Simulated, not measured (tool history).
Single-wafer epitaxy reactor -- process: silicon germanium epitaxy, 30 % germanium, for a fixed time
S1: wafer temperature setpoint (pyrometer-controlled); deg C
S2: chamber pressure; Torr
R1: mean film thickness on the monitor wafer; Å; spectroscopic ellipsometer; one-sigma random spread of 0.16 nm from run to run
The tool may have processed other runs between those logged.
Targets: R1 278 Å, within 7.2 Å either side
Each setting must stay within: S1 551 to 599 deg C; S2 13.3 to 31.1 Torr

run  hour   S1    S2      R1
  1     0  575  22.2  357.89
  2   7.1  571  22.2  333.43
  3  11.9  582  22.2  401.11
  4  14.8  577    22  368.86
  5  16.3  568    22  314.97
  6  19.4  566  21.9  302.27
  7    23  565  21.9  301.26
  8  29.5  564  21.9  294.23
  9  33.5  563  21.9  290.13

Pick the move, out of 5, that brings all results within their allowed miss; only one does.
  A  37.5  568  16.9   ?
  B  37.5  560    20   ?
  C  37.5  556  23.5   ?
  D  37.5  557  21.2   ?
  E  37.5  571  18.8   ?

move      R1
   A  274.55
   B  259.35
   C  260.86
   D  252.94
   E  304.72
A: meets every target
B: takes the result that was furthest off past its target
C: takes the result that was furthest off past its target
D: takes the result that was furthest off past its target
E: lands further from the targets than the last run did
So the answer is move A, the one that meets all the targets.

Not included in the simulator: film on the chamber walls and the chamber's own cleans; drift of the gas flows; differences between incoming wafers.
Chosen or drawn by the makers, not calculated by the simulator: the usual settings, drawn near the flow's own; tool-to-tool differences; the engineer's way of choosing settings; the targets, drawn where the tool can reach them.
